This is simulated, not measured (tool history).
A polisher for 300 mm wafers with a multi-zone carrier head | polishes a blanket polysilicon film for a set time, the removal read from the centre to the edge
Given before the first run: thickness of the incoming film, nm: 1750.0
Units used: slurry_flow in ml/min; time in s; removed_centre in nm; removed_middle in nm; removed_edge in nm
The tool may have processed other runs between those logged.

run,hour,slurry_flow,centre_zone,middle_zone,edge_zone,time,removed_centre,removed_middle,removed_edge
1,0.0,195,1.00,1.00,1.00,55,301.02,316.57,302.66
2,1.4,195,0.93,1.00,1.00,55,283.78,312.97,306.61
3,6.4,200,0.92,1.05,1.02,59,305.45,352.14,336.82
4,13.9,210,0.91,1.09,1.03,61,311.00,374.65,343.61
5,17.6,210,0.98,1.09,1.03,61,333.59,375.47,346.95
6,23.1,230,0.98,1.09,1.03,61,337.36,369.70,352.19
7,27.1,230,0.98,1.09,1.03,61,329.68,386.38,348.81
8,28.4,240,0.97,1.11,1.05,63,354.36,398.64,364.55

For run 9, what comes out?
9,35.9,235,0.94,1.13,1.05,65,?,?,?

{"run 9": {"removed_centre": 348.15, "removed_middle": 413.97, "removed_edge": 378.9}}
